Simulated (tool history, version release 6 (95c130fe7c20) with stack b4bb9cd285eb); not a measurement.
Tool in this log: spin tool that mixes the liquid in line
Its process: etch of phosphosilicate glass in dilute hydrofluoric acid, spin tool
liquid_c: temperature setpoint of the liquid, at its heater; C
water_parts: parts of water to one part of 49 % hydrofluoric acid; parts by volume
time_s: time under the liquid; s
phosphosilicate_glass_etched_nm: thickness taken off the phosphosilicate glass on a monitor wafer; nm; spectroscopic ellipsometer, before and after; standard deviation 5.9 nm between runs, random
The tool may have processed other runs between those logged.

run	day	liquid_c	water_parts	time_s	phosphosilicate_glass_etched_nm
1	0	22	40	55	307.92
2	0.254	22	45	55	273.32
3	0.512	22	45	60	301.67
4	0.721	24	40	60	365.34
5	0.767	24	40	60	362.18
6	0.862	25	35	60	446.87
# day 0.917: thermometer replaced
7	0.917	29	30	60	558.98

The next listed run, before its measurement:
8	1.004	30	25	60	?

{"run 8": {"phosphosilicate_glass_etched_nm": 707.27}}
